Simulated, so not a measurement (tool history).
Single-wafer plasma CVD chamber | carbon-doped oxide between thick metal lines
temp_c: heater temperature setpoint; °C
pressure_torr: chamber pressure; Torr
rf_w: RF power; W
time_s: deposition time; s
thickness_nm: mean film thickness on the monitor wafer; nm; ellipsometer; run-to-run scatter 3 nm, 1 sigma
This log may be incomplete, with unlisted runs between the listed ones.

run 1 day=0 | temp_c=370 pressure_torr=4.02 rf_w=395 time_s=200 | thickness_nm=759.27
run 2 day=0.254 | temp_c=371 pressure_torr=3.83 rf_w=370 time_s=198 | thickness_nm=692.53
run 3 day=0.562 | temp_c=371 pressure_torr=3.83 rf_w=420 time_s=198 | thickness_nm=773.86
run 4 day=0.633 | temp_c=371 pressure_torr=3.83 rf_w=470 time_s=198 | thickness_nm=860.38
run 5 day=0.767 | temp_c=371 pressure_torr=3.83 rf_w=470 time_s=191 | thickness_nm=825.7
run 6 day=0.912 | temp_c=371 pressure_torr=3.46 rf_w=470 time_s=191 | thickness_nm=817.64

For run 7, what comes out?
run 7 day=1.025 | temp_c=373 pressure_torr=3.25 rf_w=435 time_s=191 | thickness_nm=?

{"run 7": {"thickness_nm": 746.01}}
